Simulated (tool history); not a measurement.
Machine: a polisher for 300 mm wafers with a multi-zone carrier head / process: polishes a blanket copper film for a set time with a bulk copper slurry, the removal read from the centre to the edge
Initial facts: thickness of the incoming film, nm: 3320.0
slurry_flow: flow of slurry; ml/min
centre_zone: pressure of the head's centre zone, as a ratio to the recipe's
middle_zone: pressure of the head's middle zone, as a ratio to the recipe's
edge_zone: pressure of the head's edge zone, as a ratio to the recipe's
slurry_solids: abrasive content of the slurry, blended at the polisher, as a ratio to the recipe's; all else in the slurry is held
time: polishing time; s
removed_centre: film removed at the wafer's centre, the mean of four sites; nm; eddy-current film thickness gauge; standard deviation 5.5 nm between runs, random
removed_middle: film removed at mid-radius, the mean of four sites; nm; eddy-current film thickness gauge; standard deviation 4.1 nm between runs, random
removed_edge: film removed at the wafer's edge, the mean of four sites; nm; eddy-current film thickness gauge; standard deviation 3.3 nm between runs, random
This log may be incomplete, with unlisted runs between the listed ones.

Run 1, hour 0.0: slurry_flow 165 ml/min, centre_zone 1.00, middle_zone 1.00, edge_zone 1.00, slurry_solids 1.00, time 31 s. Result: removed_centre 427.62 nm, removed_middle 409.01 nm, removed_edge 409.65 nm.
Run 2, hour 1.8: slurry_flow 170 ml/min, centre_zone 1.00, middle_zone 1.00, edge_zone 1.02, slurry_solids 1.05, time 31 s. Result: removed_centre 435.71 nm, removed_middle 421.89 nm, removed_edge 421.68 nm.
Run 3, hour 2.6: slurry_flow 170 ml/min, centre_zone 1.05, middle_zone 1.00, edge_zone 1.02, slurry_solids 1.05, time 31 s. Result: removed_centre 452.07 nm, removed_middle 416.08 nm, removed_edge 416.06 nm.
Run 4, hour 10.2: slurry_flow 140 ml/min, centre_zone 1.05, middle_zone 1.00, edge_zone 1.02, slurry_solids 1.05, time 31 s. Result: removed_centre 440.27 nm, removed_middle 396.02 nm, removed_edge 412.96 nm.
Run 5, hour 12.5: slurry_flow 140 ml/min, centre_zone 1.11, middle_zone 1.00, edge_zone 1.02, slurry_solids 1.05, time 31 s. Result: removed_centre 459.61 nm, removed_middle 400.37 nm, removed_edge 410.12 nm.
Run 6, hour 13.8: slurry_flow 140 ml/min, centre_zone 1.11, middle_zone 0.93, edge_zone 1.02, slurry_solids 1.05, time 31 s. Result: removed_centre 466.47 nm, removed_middle 379.08 nm, removed_edge 412.69 nm.
Run 7, hour 18.8: slurry_flow 150 ml/min, centre_zone 1.10, middle_zone 0.94, edge_zone 1.04, slurry_solids 1.10, time 31 s. Result: removed_centre 473.29 nm, removed_middle 397.38 nm, removed_edge 427.30 nm.

Run 8 is up next; what results do you expect?
Run 8, hour 19.7: slurry_flow 160 ml/min, centre_zone 1.09, middle_zone 0.94, edge_zone 1.06, slurry_solids 1.15, time 31 s. Result: removed_centre ?, removed_middle ?, removed_edge ?.

{"run 8": {"removed_centre": 477.74, "removed_middle": 396.36, "removed_edge": 439.61}}
